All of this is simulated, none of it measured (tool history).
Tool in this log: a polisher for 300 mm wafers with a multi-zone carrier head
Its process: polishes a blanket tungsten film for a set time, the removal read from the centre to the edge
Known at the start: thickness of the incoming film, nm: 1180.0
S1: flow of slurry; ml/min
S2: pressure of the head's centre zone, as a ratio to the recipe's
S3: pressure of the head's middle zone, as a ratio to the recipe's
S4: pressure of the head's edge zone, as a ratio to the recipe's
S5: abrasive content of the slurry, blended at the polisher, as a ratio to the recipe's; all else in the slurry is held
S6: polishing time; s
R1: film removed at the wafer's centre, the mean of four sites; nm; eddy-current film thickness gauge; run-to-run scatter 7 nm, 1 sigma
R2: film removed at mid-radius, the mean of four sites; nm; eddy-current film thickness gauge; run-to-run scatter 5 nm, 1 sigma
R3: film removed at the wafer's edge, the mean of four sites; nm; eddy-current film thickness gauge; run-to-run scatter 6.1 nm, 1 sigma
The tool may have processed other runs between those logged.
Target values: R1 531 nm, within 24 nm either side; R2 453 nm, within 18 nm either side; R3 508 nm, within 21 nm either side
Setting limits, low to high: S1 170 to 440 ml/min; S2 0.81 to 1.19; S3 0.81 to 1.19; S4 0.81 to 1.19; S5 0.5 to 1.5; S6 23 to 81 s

run	hour	S1	S2	S3	S4	S5	S6	R1	R2	R3
1	0	280	1	1	1	1	52	391.64	395.45	406.6
2	6	285	1.03	0.99	1.03	1.1	53	424.76	405.28	409.04
3	6.8	285	1.02	0.96	1.03	1.1	56	444.69	413.28	450.59
4	14.2	285	1.02	0.96	1.03	1.2	56	454.75	423.75	447.07
5	15	285	1.02	0.95	1.04	1.25	57	475.02	431.41	467.33
6	20.5	285	1.02	0.95	1.04	1.25	64	528.95	493.3	525.59
7	29.4	285	1.03	0.94	1.03	1.25	64	536.01	484.08	522.81
8	30.5	285	1.03	0.93	1.02	1.25	64	529.07	476.5	522.69
9	36.8	285	1.04	0.92	1.01	1.25	64	534.1	473.67	508.87

Of the 4 settings listed for the next run, only one would bring every result within its allowed miss of target. Which one?
A	43.1	325	0.97	1	0.92	1.3	63	?	?	?
B	43.1	285	1.04	1	0.99	1.2	64	?	?	?
C	43.1	255	1.06	0.91	1.02	1.2	64	?	?	?
D	43.1	340	0.96	1.02	1	1.2	63	?	?	?

move	R1	R2	R3
A	496.13	514.65	498.2
B	524.25	507.42	510.32
C	526.67	462.96	513.47
D	485.23	516.89	511.28
A: further off than the last run
B: further off than the last run
C: every result within its allowed miss
D: further off than the last run
The move that meets every target is C.
